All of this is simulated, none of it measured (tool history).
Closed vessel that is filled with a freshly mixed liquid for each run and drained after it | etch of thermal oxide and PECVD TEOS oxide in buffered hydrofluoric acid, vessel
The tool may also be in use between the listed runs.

run  hour  temperature setpoint of the liquid (K)  parts of 40 % ammonium fluoride to one part of 49 % hydrofluoric acid (parts by volume)  time in the liquid (s)  thickness taken off the thermal oxide on a monitor wafer (Å)  thickness taken off the PECVD TEOS oxide on a monitor wafer (Å)
  1     0                                  295.15                                                                                     12.5                      60                                                        490.64                                                           817.34
  2   7.8                                  295.15                                                                                       11                      60                                                        543.52                                                           934.66
  3  15.8                                  294.15                                                                                       11                      60                                                        525.53                                                           880.56
  4  18.3                                  294.15                                                                                      9.5                      60                                                        588.38                                                           994.71
  5  25.8                                  292.65                                                                                      9.5                      60                                                        549.85                                                           908.83
  6  27.1                                  290.65                                                                                      9.5                      60                                                        490.96                                                           805.07
  7  30.9                                  290.65                                                                                      9.5                      60                                                        494.22                                                           810.27
  8  34.6                                  290.65                                                                                       10                      60                                                        474.24                                                           782.67
  9  35.5                                  290.65                                                                                     10.5                      60                                                        439.98                                                            746.1

Run 10 comes next. What will it give?
 10  41.2                                  290.65                                                                                     10.5                      60                                                             ?                                                                ?

{"run 10": {"thickness taken off the thermal oxide on a monitor wafer (Å)": 456.41, "thickness taken off the PECVD TEOS oxide on a monitor wafer (Å)": 748.67}}
